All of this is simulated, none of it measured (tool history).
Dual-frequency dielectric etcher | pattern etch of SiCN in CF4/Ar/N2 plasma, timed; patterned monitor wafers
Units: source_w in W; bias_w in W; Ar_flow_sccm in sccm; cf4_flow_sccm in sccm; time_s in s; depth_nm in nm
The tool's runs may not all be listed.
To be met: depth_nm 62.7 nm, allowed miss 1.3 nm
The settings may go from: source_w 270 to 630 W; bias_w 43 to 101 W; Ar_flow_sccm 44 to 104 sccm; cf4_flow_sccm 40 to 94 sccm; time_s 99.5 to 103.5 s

run  hour  source_w  bias_w  Ar_flow_sccm  cf4_flow_sccm  time_s  depth_nm
  1     0       450      72            74             67    99.5    84.851
  2   1.9       430      72            74             67    99.5    82.393
  3     7       430      72            82             67    99.5    80.712
  4  10.3       430      79            82             67    99.5    83.047
  5  11.6       430      79            71             67    99.5    84.806
  6  17.2       410      79            71             67    99.5    82.428
  7  21.2       390      78            71             67    99.5    80.069
  8  23.4       380      76            72             67    99.5    77.692
  9  31.3       370      75            73             67    99.5    76.368
 10  34.3       360      74            74             67    99.5    74.567
 11  34.9       350      73            74             67    99.5    73.482

4 next moves are on the table. One of them brings every result within its allowed miss. Which?
  A  35.5       290      56            55             48    99.5         ?
  B  35.5       320      65            66             59   101.5         ?
  C  35.5       440      73            54             86    99.5         ?
  D  35.5       410      65            65             55   103.5         ?

move  depth_nm
   A    61.511
   B    68.164
   C    89.568
   D    80.055
A: meets every target
B: nearer than the last run, and not there yet
C: further off than the last run
D: further off than the last run
The right move is A.
